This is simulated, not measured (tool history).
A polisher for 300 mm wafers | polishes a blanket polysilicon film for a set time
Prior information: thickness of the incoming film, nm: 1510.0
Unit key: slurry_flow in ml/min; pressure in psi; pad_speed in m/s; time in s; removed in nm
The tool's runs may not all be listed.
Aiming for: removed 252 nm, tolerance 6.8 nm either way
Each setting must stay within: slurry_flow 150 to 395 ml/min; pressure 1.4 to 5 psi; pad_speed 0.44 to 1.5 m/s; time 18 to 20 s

run 1 hour=0 | slurry_flow=250 pressure=3.2 pad_speed=0.96 time=20 | removed=158.91
run 2 hour=7 | slurry_flow=255 pressure=3.5 pad_speed=0.96 time=20 | removed=173.93
run 3 hour=11 | slurry_flow=215 pressure=3.5 pad_speed=0.96 time=20 | removed=170.4
run 4 hour=19.2 | slurry_flow=215 pressure=3.5 pad_speed=1.1 time=20 | removed=188.78
run 5 hour=27 | slurry_flow=235 pressure=3.7 pad_speed=1.1 time=20 | removed=201.46
run 6 hour=34.9 | slurry_flow=245 pressure=3.9 pad_speed=1.1 time=20 | removed=212.74
run 7 hour=36.9 | slurry_flow=250 pressure=4 pad_speed=1.1 time=20 | removed=221.04
run 8 hour=38.2 | slurry_flow=260 pressure=4.1 pad_speed=1.1 time=20 | removed=221.98
run 9 hour=40.4 | slurry_flow=260 pressure=4.1 pad_speed=1.1 time=20 | removed=225.51
run 10 hour=45.1 | slurry_flow=260 pressure=4.2 pad_speed=1.1 time=20 | removed=232.84

Which of these 4 next moves meets every target?
run A hour=49.8 | slurry_flow=245 pressure=4.3 pad_speed=1.08 time=18 | removed=?
run B hour=49.8 | slurry_flow=260 pressure=3.9 pad_speed=1.24 time=20 | removed=?
run C hour=49.8 | slurry_flow=250 pressure=4.4 pad_speed=1.08 time=20 | removed=?
run D hour=49.8 | slurry_flow=265 pressure=4.9 pad_speed=1 time=20 | removed=?

move=A removed=208.08
move=B removed=236.55
move=C removed=236.82
move=D removed=248.38
A: misses by more than the last run did
B: better than the last run, though not everything is in spec
C: better than the last run, though not everything is in spec
D: all results in spec
Correct choice: D, which meets every target
